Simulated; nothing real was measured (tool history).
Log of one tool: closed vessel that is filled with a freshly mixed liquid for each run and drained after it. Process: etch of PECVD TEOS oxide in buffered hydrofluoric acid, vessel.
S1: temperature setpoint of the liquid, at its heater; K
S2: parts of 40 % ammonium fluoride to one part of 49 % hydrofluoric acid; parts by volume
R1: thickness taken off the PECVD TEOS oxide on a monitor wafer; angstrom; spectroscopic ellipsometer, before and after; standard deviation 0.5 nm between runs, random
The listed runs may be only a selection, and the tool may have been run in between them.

{"run": 1, "hour": 0.0, "S1": 298.15, "S2": 16.0, "time in the liquid (s)": 95, "R1": 1548.2}
{"run": 2, "hour": 3.4, "S1": 297.15, "S2": 16.5, "time in the liquid (s)": 95, "R1": 1425.7}
{"run": 3, "hour": 11.9, "S1": 296.15, "S2": 17.0, "time in the liquid (s)": 95, "R1": 1293.6}
{"run": 4, "hour": 19.5, "S1": 295.65, "S2": 17.5, "time in the liquid (s)": 95, "R1": 1246.8}
{"run": 5, "hour": 28.4, "S1": 295.65, "S2": 17.5, "time in the liquid (s)": 95, "R1": 1234.9}
{"run": 6, "hour": 34.4, "S1": 295.15, "S2": 18.0, "time in the liquid (s)": 95, "R1": 1180.3}
{"run": 7, "hour": 42.0, "S1": 295.15, "S2": 18.0, "time in the liquid (s)": 95, "R1": 1157.3}
{"run": 8, "hour": 44.8, "S1": 294.65, "S2": 18.0, "time in the liquid (s)": 95, "R1": 1129.4}
{"run": 9, "hour": 52.4, "S1": 294.15, "S2": 18.0, "time in the liquid (s)": 95, "R1": 1098.2}

Run 10 is up next; what results do you expect?
{"run": 10, "hour": 56.5, "S1": 294.15, "S2": 18.0, "time in the liquid (s)": 95, "R1": "?"}

{"run 10": {"R1": 1096.6}}
